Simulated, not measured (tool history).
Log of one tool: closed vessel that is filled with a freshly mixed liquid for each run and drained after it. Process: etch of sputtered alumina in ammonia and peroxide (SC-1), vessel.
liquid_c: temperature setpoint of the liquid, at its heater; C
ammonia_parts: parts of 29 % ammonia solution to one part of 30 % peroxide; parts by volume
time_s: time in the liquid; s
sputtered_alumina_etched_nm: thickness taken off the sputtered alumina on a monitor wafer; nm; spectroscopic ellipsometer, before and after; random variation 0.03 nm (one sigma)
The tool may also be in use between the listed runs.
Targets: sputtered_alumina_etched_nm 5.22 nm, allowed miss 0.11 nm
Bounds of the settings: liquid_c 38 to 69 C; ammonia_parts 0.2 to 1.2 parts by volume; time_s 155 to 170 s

Run 1, hour 0: liquid_c 53 C, ammonia_parts 0.75 parts by volume, time_s 155 s. Result: sputtered_alumina_etched_nm 9.9892 nm.
Run 2, hour 2: liquid_c 50.5 C, ammonia_parts 0.75 parts by volume, time_s 155 s. Result: sputtered_alumina_etched_nm 8.8097 nm.
Run 3, hour 7.1: liquid_c 48.5 C, ammonia_parts 0.75 parts by volume, time_s 155 s. Result: sputtered_alumina_etched_nm 7.7407 nm.
Run 4, hour 8.8: liquid_c 43 C, ammonia_parts 0.75 parts by volume, time_s 155 s. Result: sputtered_alumina_etched_nm 5.6472 nm.
Run 5, hour 16.8: liquid_c 39.5 C, ammonia_parts 0.75 parts by volume, time_s 155 s. Result: sputtered_alumina_etched_nm 4.6306 nm.
Run 6, hour 20.2: liquid_c 39.5 C, ammonia_parts 0.65 parts by volume, time_s 155 s. Result: sputtered_alumina_etched_nm 4.5926 nm.
Run 7, hour 29: liquid_c 40 C, ammonia_parts 0.65 parts by volume, time_s 155 s. Result: sputtered_alumina_etched_nm 4.7016 nm.
Run 8, hour 36.3: liquid_c 42.5 C, ammonia_parts 0.65 parts by volume, time_s 155 s. Result: sputtered_alumina_etched_nm 5.4649 nm.

4 next moves are on the table. One of them brings every result within its allowed miss. Which?
Run A, hour 43.6: liquid_c 41.5 C, ammonia_parts 0.55 parts by volume, time_s 170 s. Result: sputtered_alumina_etched_nm ?.
Run B, hour 43.6: liquid_c 42 C, ammonia_parts 0.45 parts by volume, time_s 170 s. Result: sputtered_alumina_etched_nm ?.
Run C, hour 43.6: liquid_c 39.5 C, ammonia_parts 0.95 parts by volume, time_s 170 s. Result: sputtered_alumina_etched_nm ?.
Run D, hour 43.6: liquid_c 42 C, ammonia_parts 1.15 parts by volume, time_s 160 s. Result: sputtered_alumina_etched_nm ?.

move  sputtered_alumina_etched_nm
   A                       5.5415
   B                       5.5969
   C                       5.1916
   D                       5.7629
A: further off than the last run
B: further off than the last run
C: meets every target
D: further off than the last run
The right move is C.

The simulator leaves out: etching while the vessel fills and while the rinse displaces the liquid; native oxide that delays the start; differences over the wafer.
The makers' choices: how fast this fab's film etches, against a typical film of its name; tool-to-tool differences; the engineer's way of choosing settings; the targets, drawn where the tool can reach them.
